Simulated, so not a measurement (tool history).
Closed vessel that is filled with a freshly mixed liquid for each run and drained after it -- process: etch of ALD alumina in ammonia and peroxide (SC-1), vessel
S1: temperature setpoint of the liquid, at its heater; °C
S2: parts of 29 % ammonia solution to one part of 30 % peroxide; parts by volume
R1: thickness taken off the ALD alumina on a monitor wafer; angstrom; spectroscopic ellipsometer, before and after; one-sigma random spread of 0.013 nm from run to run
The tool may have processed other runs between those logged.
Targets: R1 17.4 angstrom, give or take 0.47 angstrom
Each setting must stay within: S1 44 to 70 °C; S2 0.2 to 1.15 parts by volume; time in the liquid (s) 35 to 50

Run 1, hour 0: S1 60 °C, S2 0.65 parts by volume, time in the liquid (s) 50. Result: R1 28.388 angstrom.
Run 2, hour 6.6: S1 58.5 °C, S2 0.65 parts by volume, time in the liquid (s) 50. Result: R1 26.38 angstrom.
Run 3, hour 11: S1 57 °C, S2 0.65 parts by volume, time in the liquid (s) 50. Result: R1 24.463 angstrom.
Run 4, hour 18.2: S1 56 °C, S2 0.65 parts by volume, time in the liquid (s) 50. Result: R1 23.076 angstrom.
Run 5, hour 22.5: S1 55 °C, S2 0.65 parts by volume, time in the liquid (s) 50. Result: R1 22.073 angstrom.
Run 6, hour 27.9: S1 55 °C, S2 0.75 parts by volume, time in the liquid (s) 50. Result: R1 22.069 angstrom.
Run 7, hour 33.4: S1 54 °C, S2 0.75 parts by volume, time in the liquid (s) 50. Result: R1 21.253 angstrom.
Run 8, hour 40.2: S1 53.5 °C, S2 0.75 parts by volume, time in the liquid (s) 50. Result: R1 20.533 angstrom.
Run 9, hour 49: S1 53 °C, S2 0.75 parts by volume, time in the liquid (s) 50. Result: R1 19.79 angstrom.
Run 10, hour 51: S1 53 °C, S2 0.75 parts by volume, time in the liquid (s) 50. Result: R1 20.036 angstrom.
Run 11, hour 54: S1 53 °C, S2 0.75 parts by volume, time in the liquid (s) 50. Result: R1 19.913 angstrom.
Run 12, hour 62.1: S1 52.5 °C, S2 0.75 parts by volume, time in the liquid (s) 50. Result: R1 19.374 angstrom.
Run 13, hour 63: S1 52 °C, S2 0.75 parts by volume, time in the liquid (s) 50. Result: R1 18.971 angstrom.

Consider the 5 candidate settings below. Which is the only one whose results all fall within their allowed miss of target?
Run A, hour 63.9: S1 56.5 °C, S2 0.6 parts by volume, time in the liquid (s) 35. Result: R1 ?.
Run B, hour 63.9: S1 56.5 °C, S2 1.15 parts by volume, time in the liquid (s) 35. Result: R1 ?.
Run C, hour 63.9: S1 49.5 °C, S2 0.7 parts by volume, time in the liquid (s) 50. Result: R1 ?.
Run D, hour 63.9: S1 49 °C, S2 0.85 parts by volume, time in the liquid (s) 50. Result: R1 ?.
Run E, hour 63.9: S1 54 °C, S2 0.75 parts by volume, time in the liquid (s) 50. Result: R1 ?.

move      R1
   A  16.384
   B  17.424
   C  16.292
   D  16.143
   E  20.938
A: the result that was furthest off in the last run now lies on the other side of its target
B: each result inside its tolerance
C: the result that was furthest off in the last run now lies on the other side of its target
D: the result that was furthest off in the last run now lies on the other side of its target
E: further off than the last run
Go with B: it meets all targets.
